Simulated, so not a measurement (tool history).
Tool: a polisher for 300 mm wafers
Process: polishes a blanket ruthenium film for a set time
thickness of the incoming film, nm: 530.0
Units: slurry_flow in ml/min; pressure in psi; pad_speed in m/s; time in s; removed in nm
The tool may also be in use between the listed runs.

run 1 day=0 | slurry_flow=245 pressure=2.6 pad_speed=1.2 time=49 | removed=99.525
run 2 day=0.292 | slurry_flow=245 pressure=2.5 pad_speed=1.2 time=49 | removed=94.667
run 3 day=0.467 | slurry_flow=245 pressure=2.4 pad_speed=1.2 time=49 | removed=94.328
run 4 day=0.55 | slurry_flow=220 pressure=2.4 pad_speed=1.2 time=49 | removed=90.212
run 5 day=0.738 | slurry_flow=220 pressure=2.4 pad_speed=1.2 time=49 | removed=91.332
run 6 day=0.908 | slurry_flow=220 pressure=2.4 pad_speed=1.2 time=49 | removed=92.858
run 7 day=1.138 | slurry_flow=220 pressure=2.3 pad_speed=1.2 time=49 | removed=88.107
run 8 day=1.167 | slurry_flow=220 pressure=2.2 pad_speed=1.2 time=49 | removed=83.86
run 9 day=1.196 | slurry_flow=220 pressure=2.1 pad_speed=1.2 time=49 | removed=81.706
run 10 day=1.25 | slurry_flow=220 pressure=2 pad_speed=1.2 time=49 | removed=78.294

Forecast run 11:
run 11 day=1.467 | slurry_flow=220 pressure=1.9 pad_speed=1.2 time=49 | removed=?

Run 11 gave removed 76.261 nm.
